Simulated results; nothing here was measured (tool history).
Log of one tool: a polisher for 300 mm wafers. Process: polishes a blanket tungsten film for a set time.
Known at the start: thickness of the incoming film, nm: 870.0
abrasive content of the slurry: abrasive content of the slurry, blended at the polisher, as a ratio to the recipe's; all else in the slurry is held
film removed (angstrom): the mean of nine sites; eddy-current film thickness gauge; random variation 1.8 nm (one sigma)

run  hour  flow of slurry (ml/min)  pressure of the wafer on the pad (psi)  speed of the pad under the wafer (m/s)  abrasive content of the slurry  polishing time (s)  film removed (angstrom)
  1     0                      150                                     4.2                                       1                               1                  37                   1856.9
  2   4.2                      155                                     4.3                                       1                               1                  37                   1883.7
  3   7.8                      155                                     3.8                                       1                               1                  37                   1660.9
  4  11.5                      155                                     3.8                                       1                             1.2                  37                     1792
  5  17.4                      155                                     3.8                                    0.82                             1.2                  37                   1485.7
  6    26                      125                                     3.8                                    0.82                             1.2                  37                     1412

The next listed run, before its measurement:
  7  32.8                      135                                       4                                    0.82                             1.2                  37                        ?

{"run 7": {"film removed (angstrom)": 1502.2}}
